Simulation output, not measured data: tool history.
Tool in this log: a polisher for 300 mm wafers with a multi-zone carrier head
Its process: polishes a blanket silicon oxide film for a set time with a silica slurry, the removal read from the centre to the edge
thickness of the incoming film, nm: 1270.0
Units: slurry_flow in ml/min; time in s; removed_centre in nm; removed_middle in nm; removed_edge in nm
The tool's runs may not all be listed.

run,hour,slurry_flow,centre_zone,middle_zone,edge_zone,slurry_solids,time,removed_centre,removed_middle,removed_edge
1,0,320,1,1,1,1,58,136.4,142.35,137.48
2,8.9,320,1,1,1,1,49,115.06,119.56,116.19
3,10.6,320,1,1,1,0.85,49,108.26,113.01,109.26
4,17.9,320,1,1,1,0.7,49,101.22,104.96,101.8
# hour 26.3: worn pad replaced by a new one
5,26.3,320,1,1,1,0.85,49,123.99,127.37,125.55
6,31,330,0.98,1.03,1.05,0.9,49,124.24,133.95,130
7,37.3,355,0.94,1.03,1.06,0.9,49,120.46,135.44,132.73
8,41.1,380,0.92,1.03,1.07,0.9,49,119.34,136.24,134.81
9,47.1,390,0.91,1.04,1.09,0.9,49,118.51,136.91,135.07

Estimate the outcome of run 10 from the log above:
10,47.7,390,0.91,1.04,1.09,0.9,49,?,?,?

{"run 10": {"removed_centre": 117.26, "removed_middle": 137.3, "removed_edge": 136.11}}

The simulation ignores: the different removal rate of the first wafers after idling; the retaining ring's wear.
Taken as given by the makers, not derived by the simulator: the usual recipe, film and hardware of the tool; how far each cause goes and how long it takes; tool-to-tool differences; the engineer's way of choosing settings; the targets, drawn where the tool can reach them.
